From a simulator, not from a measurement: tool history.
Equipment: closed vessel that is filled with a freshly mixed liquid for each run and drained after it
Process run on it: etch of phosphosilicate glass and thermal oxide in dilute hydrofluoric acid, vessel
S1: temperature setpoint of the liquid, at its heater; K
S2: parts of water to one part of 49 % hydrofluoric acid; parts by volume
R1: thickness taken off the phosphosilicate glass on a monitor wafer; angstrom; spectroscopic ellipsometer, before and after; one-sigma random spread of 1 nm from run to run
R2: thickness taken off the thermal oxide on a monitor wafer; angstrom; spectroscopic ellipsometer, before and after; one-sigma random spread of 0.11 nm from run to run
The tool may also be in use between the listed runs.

Run 1, hour 0: S1 295.15 K, S2 175 parts by volume, time in the liquid (s) 75. Result: R1 523.92 angstrom, R2 16.411 angstrom.
Run 2, hour 2.8: S1 295.15 K, S2 175 parts by volume, time in the liquid (s) 95. Result: R1 668.1 angstrom, R2 21.318 angstrom.
Run 3, hour 7.3: S1 298.65 K, S2 175 parts by volume, time in the liquid (s) 95. Result: R1 757.1 angstrom, R2 23.666 angstrom.
Run 4, hour 8.7: S1 298.65 K, S2 120 parts by volume, time in the liquid (s) 95. Result: R1 1194 angstrom, R2 36.724 angstrom.
Run 5, hour 15: S1 299.15 K, S2 110 parts by volume, time in the liquid (s) 95. Result: R1 1339.5 angstrom, R2 41.912 angstrom.
Run 6, hour 19: S1 299.15 K, S2 110 parts by volume, time in the liquid (s) 85. Result: R1 1195.3 angstrom, R2 38.311 angstrom.

Run 7, settings as shown, results not yet in. Your forecast:
Run 7, hour 23.5: S1 299.65 K, S2 105 parts by volume, time in the liquid (s) 85. Result: R1 ?, R2 ?.

R1: 1283 angstrom
R2: 40.293 angstrom
